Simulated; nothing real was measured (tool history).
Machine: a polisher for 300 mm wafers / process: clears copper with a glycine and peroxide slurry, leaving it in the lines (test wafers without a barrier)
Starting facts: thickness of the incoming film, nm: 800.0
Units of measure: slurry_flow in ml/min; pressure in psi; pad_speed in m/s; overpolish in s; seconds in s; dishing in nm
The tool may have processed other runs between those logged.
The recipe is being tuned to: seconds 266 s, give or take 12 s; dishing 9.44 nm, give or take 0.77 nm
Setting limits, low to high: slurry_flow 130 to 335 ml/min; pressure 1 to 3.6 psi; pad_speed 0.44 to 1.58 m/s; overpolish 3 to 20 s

run  hour  slurry_flow  pressure  pad_speed  overpolish  seconds  dishing
  1     0          215       2.3          1          10      145   38.356
  2   8.5          210         2       0.94           8   171.64   26.531
  3    14          185         2       0.94           8   174.55   28.058
  4  15.4          185         2       0.94           6   174.25   21.778
  5  21.2          185       2.4       0.94           6   152.04   24.502
  6  21.9          185       2.4       0.94           4   150.75   16.003
  7  22.9          195       2.1        0.9           4   171.15   14.099
  8  29.1          195       1.9       0.88           4   191.59   12.996
  9  30.5          200       1.7       0.88           4    204.7   12.627
 10  36.7          205       1.6       0.86           4   216.43   11.581
 11  45.6          205       1.5       0.86           4   226.68   10.962
 12  51.4          205       1.4       0.86           4   236.81   10.802
 13  55.1          205       1.3       0.86           4   245.93   9.9071

4 candidate next runs follow, results not yet known. Just one meets every target within its allowed miss. Identify it.
  A  58.8          210       1.4        0.9           4        ?        ?
  B  58.8          185         1       0.92           5        ?        ?
  C  58.8          205       1.3       1.08           3        ?        ?
  D  58.8          165       1.6       0.64           4        ?        ?

move  seconds  dishing
   A   229.57   10.418
   B   284.07   10.503
   C   213.42   8.4475
   D   268.32    8.991
A: moves away from the targets compared with the last run
B: moves the result that the last run missed by most past its target, out the other side
C: moves away from the targets compared with the last run
D: every result lands within tolerance
Move D is the one to make.

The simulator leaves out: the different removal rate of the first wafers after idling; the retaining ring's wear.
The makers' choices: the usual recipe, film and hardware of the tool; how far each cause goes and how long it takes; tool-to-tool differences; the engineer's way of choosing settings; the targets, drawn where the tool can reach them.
